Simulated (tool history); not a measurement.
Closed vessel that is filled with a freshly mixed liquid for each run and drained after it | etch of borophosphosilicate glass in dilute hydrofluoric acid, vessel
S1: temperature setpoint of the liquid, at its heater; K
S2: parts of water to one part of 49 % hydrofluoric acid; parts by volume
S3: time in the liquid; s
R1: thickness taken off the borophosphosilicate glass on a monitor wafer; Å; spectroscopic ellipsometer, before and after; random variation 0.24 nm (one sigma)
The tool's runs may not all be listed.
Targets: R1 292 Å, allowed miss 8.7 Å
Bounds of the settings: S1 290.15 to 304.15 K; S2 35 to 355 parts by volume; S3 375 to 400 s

run	hour	S1	S2	S3	R1
1	0	296.15	195	375	631.41
2	8	295.15	215	375	548.95
3	17.2	295.15	215	375	549.67
4	25.5	295.15	215	400	579.18
5	29	294.15	235	400	497.95
6	32.8	294.15	295	400	371.12
7	36.8	293.15	300	400	356.47
8	39.1	292.65	305	400	341.87
9	45.6	292.15	310	400	326.65
10	50.5	291.65	315	400	318.06
11	53.4	291.65	320	400	309.62

Which of these 4 next moves meets every target?
A	56.3	290.65	340	390	?
B	56.3	290.15	330	390	?
C	56.3	292.65	315	400	?
D	56.3	290.15	325	400	?

move	R1
A	273.36
B	278.74
C	332.61
D	291.47
A: takes the result that was furthest off past its target
B: takes the result that was furthest off past its target
C: further off than the last run
D: meets every target
Move D is the one to make.
